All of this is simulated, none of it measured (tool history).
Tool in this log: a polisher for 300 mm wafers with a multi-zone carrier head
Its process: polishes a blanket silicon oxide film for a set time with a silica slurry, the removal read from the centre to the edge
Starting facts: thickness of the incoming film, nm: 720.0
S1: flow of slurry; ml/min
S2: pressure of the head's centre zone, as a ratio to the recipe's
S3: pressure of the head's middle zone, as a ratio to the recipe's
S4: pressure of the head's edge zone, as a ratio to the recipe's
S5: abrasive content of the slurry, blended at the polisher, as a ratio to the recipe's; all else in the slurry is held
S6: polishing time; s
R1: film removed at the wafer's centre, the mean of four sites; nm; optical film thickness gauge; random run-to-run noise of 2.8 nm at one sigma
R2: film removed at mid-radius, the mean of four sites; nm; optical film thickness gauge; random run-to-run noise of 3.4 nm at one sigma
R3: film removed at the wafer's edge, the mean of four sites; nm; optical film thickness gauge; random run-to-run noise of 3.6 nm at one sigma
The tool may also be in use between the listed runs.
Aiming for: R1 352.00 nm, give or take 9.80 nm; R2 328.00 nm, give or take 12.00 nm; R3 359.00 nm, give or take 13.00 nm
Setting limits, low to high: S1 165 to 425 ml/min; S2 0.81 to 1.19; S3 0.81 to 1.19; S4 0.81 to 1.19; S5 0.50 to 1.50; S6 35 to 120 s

{"run": 1, "hour": 0.0, "S1": 275, "S2": 1.0, "S3": 1.0, "S4": 1.0, "S5": 1.0, "S6": 77, "R1": 270.55, "R2": 274.55, "R3": 276.66}
{"run": 2, "hour": 3.5, "S1": 275, "S2": 1.0, "S3": 1.06, "S4": 1.0, "S5": 1.0, "S6": 77, "R1": 270.26, "R2": 294.55, "R3": 270.08}
{"run": 3, "hour": 11.3, "S1": 280, "S2": 1.02, "S3": 1.04, "S4": 1.04, "S5": 1.1, "S6": 77, "R1": 281.75, "R2": 301.44, "R3": 287.3}
{"run": 4, "hour": 14.3, "S1": 280, "S2": 1.02, "S3": 1.04, "S4": 1.04, "S5": 1.25, "S6": 77, "R1": 300.93, "R2": 321.32, "R3": 305.41}
{"run": 5, "hour": 21.3, "S1": 280, "S2": 1.02, "S3": 1.04, "S4": 1.01, "S5": 1.25, "S6": 77, "R1": 304.49, "R2": 323.34, "R3": 303.4}
{"run": 6, "hour": 24.4, "S1": 285, "S2": 1.04, "S3": 1.01, "S4": 1.04, "S5": 1.3, "S6": 77, "R1": 315.88, "R2": 318.06, "R3": 315.36}
{"run": 7, "hour": 31.0, "S1": 290, "S2": 1.05, "S3": 1.0, "S4": 1.07, "S5": 1.35, "S6": 77, "R1": 322.87, "R2": 324.89, "R3": 324.34}
{"run": 8, "hour": 32.7, "S1": 295, "S2": 1.06, "S3": 0.98, "S4": 1.09, "S5": 1.4, "S6": 77, "R1": 326.26, "R2": 317.16, "R3": 330.09}
{"run": 9, "hour": 37.2, "S1": 295, "S2": 1.07, "S3": 0.97, "S4": 1.1, "S5": 1.45, "S6": 78, "R1": 345.34, "R2": 332.04, "R3": 339.76}
{"run": 10, "hour": 43.1, "S1": 300, "S2": 1.07, "S3": 0.96, "S4": 1.12, "S5": 1.45, "S6": 78, "R1": 343.42, "R2": 326.42, "R3": 340.43}

Below are 5 possible settings for the next run. Only one of them brings all results inside the allowed miss of their targets. Which is it?
{"run": "A", "hour": 49.0, "S1": 280, "S2": 1.06, "S3": 0.89, "S4": 1.14, "S5": 1.3, "S6": 79, "R1": "?", "R2": "?", "R3": "?"}
{"run": "B", "hour": 49.0, "S1": 275, "S2": 1.04, "S3": 0.98, "S4": 1.17, "S5": 1.4, "S6": 77, "R1": "?", "R2": "?", "R3": "?"}
{"run": "C", "hour": 49.0, "S1": 265, "S2": 1.06, "S3": 0.93, "S4": 1.13, "S5": 1.5, "S6": 81, "R1": "?", "R2": "?", "R3": "?"}
{"run": "D", "hour": 49.0, "S1": 290, "S2": 1.12, "S3": 0.91, "S4": 1.11, "S5": 1.4, "S6": 78, "R1": "?", "R2": "?", "R3": "?"}
{"run": "E", "hour": 49.0, "S1": 330, "S2": 1.15, "S3": 1.05, "S4": 1.07, "S5": 1.3, "S6": 74, "R1": "?", "R2": "?", "R3": "?"}

move=A R1=328.94 R2=291.59 R3=338.85
move=B R1=323.47 R2=316.66 R3=343.51
move=C R1=354.38 R2=325.95 R3=363.98
move=D R1=354.96 R2=302.98 R3=341.06
move=E R1=340.56 R2=318.50 R3=311.08
A: misses by more than the last run did
B: misses by more than the last run did
C: every result within its allowed miss
D: misses by more than the last run did
E: misses by more than the last run did
Go with C: it meets all targets.
